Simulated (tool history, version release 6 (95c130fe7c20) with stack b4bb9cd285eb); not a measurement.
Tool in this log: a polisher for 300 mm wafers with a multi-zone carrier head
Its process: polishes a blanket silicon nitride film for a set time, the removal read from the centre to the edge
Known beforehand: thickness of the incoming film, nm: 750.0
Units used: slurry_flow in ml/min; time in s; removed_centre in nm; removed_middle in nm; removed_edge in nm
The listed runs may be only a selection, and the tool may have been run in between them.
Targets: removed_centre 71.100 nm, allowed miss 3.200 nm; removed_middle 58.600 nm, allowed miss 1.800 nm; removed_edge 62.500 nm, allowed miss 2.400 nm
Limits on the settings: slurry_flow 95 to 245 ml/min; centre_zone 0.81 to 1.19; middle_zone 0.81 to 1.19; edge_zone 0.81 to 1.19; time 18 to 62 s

Run 1, hour 0.0: slurry_flow 155 ml/min, centre_zone 1.00, middle_zone 1.00, edge_zone 1.00, time 40 s. Result: removed_centre 106.320 nm, removed_middle 104.970 nm, removed_edge 104.860 nm.
Run 2, hour 8.4: slurry_flow 155 ml/min, centre_zone 1.00, middle_zone 1.00, edge_zone 0.95, time 40 s. Result: removed_centre 103.380 nm, removed_middle 103.470 nm, removed_edge 102.380 nm.
Run 3, hour 13.5: slurry_flow 155 ml/min, centre_zone 0.92, middle_zone 1.00, edge_zone 0.95, time 40 s. Result: removed_centre 93.747 nm, removed_middle 105.120 nm, removed_edge 101.960 nm.
Run 4, hour 22.5: slurry_flow 155 ml/min, centre_zone 0.92, middle_zone 1.00, edge_zone 0.95, time 36 s. Result: removed_centre 83.626 nm, removed_middle 94.796 nm, removed_edge 90.589 nm.
Run 5, hour 25.7: slurry_flow 150 ml/min, centre_zone 0.95, middle_zone 0.97, edge_zone 0.93, time 34 s. Result: removed_centre 82.144 nm, removed_middle 86.675 nm, removed_edge 84.669 nm.
Run 6, hour 33.4: slurry_flow 150 ml/min, centre_zone 0.91, middle_zone 0.97, edge_zone 0.93, time 34 s. Result: removed_centre 78.762 nm, removed_middle 85.230 nm, removed_edge 85.778 nm.
Run 7, hour 40.5: slurry_flow 150 ml/min, centre_zone 0.91, middle_zone 0.97, edge_zone 0.93, time 34 s. Result: removed_centre 79.872 nm, removed_middle 86.571 nm, removed_edge 85.715 nm.
Run 8, hour 49.6: slurry_flow 145 ml/min, centre_zone 0.93, middle_zone 0.95, edge_zone 0.91, time 32 s. Result: removed_centre 75.702 nm, removed_middle 78.930 nm, removed_edge 79.758 nm.
Run 9, hour 55.3: slurry_flow 145 ml/min, centre_zone 0.95, middle_zone 0.94, edge_zone 0.90, time 31 s. Result: removed_centre 75.839 nm, removed_middle 76.675 nm, removed_edge 76.684 nm.
Run 10, hour 64.0: slurry_flow 115 ml/min, centre_zone 1.05, middle_zone 0.84, edge_zone 0.84, time 25 s. Result: removed_centre 63.315 nm, removed_middle 53.251 nm, removed_edge 58.658 nm.

4 next moves are on the table. One of them brings every result within its allowed miss. Which?
Run A, hour 72.7: slurry_flow 95 ml/min, centre_zone 1.06, middle_zone 0.82, edge_zone 0.88, time 30 s. Result: removed_centre ?, removed_middle ?, removed_edge ?.
Run B, hour 72.7: slurry_flow 135 ml/min, centre_zone 1.07, middle_zone 0.82, edge_zone 0.81, time 29 s. Result: removed_centre ?, removed_middle ?, removed_edge ?.
Run C, hour 72.7: slurry_flow 150 ml/min, centre_zone 1.06, middle_zone 0.84, edge_zone 0.82, time 26 s. Result: removed_centre ?, removed_middle ?, removed_edge ?.
Run D, hour 72.7: slurry_flow 175 ml/min, centre_zone 0.91, middle_zone 0.84, edge_zone 0.88, time 25 s. Result: removed_centre ?, removed_middle ?, removed_edge ?.

move  removed_centre  removed_middle  removed_edge
   A          70.610          58.699        66.449
   B          77.505          62.838        66.428
   C          70.687          58.812        60.854
   D          60.247          58.277        61.651
A: brings the result that was furthest off to its target, and leaves another outside
B: moves the result that the last run missed by most past its target, out the other side
C: meets every target
D: brings the result that was furthest off to its target, and leaves another outside
Go with C: it meets all targets.
